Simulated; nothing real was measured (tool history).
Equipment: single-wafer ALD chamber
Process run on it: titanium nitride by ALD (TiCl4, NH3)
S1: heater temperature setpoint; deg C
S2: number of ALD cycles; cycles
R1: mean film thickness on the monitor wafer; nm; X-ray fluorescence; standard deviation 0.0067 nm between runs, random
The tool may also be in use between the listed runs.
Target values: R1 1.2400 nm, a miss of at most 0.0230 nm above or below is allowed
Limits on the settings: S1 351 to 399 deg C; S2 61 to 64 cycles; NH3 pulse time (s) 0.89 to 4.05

run 1 hour=0.0 | S1=375 S2=64 NH3_pulse_time_(s)=2.47 | R1=1.3607
run 2 hour=9.2 | S1=375 S2=64 NH3_pulse_time_(s)=2.47 | R1=1.3470
run 3 hour=11.5 | S1=375 S2=61 NH3_pulse_time_(s)=2.47 | R1=1.2836
run 4 hour=16.9 | S1=375 S2=64 NH3_pulse_time_(s)=2.47 | R1=1.3445
run 5 hour=25.4 | S1=375 S2=64 NH3_pulse_time_(s)=2.47 | R1=1.3359
run 6 hour=32.0 | S1=380 S2=64 NH3_pulse_time_(s)=2.47 | R1=1.3475
run 7 hour=34.3 | S1=377 S2=63 NH3_pulse_time_(s)=1.95 | R1=1.3076
run 8 hour=43.4 | S1=377 S2=63 NH3_pulse_time_(s)=1.95 | R1=1.3055
run 9 hour=48.3 | S1=376 S2=62 NH3_pulse_time_(s)=1.73 | R1=1.2905

Next run, 4 choices. One meets every target within its allowed miss, the rest don't. Which?
run A hour=53.2 | S1=377 S2=64 NH3_pulse_time_(s)=1.59 | R1=?
run B hour=53.2 | S1=375 S2=63 NH3_pulse_time_(s)=2.28 | R1=?
run C hour=53.2 | S1=365 S2=62 NH3_pulse_time_(s)=1.54 | R1=?
run D hour=53.2 | S1=382 S2=62 NH3_pulse_time_(s)=1.61 | R1=?

move=A R1=1.3194
move=B R1=1.3233
move=C R1=1.2428
move=D R1=1.2871
A: the biggest miss grows against the last run
B: the biggest miss grows against the last run
C: every result within its allowed miss
D: gains on the last run, yet a result remains outside its allowed miss
Go with C: it meets all targets.
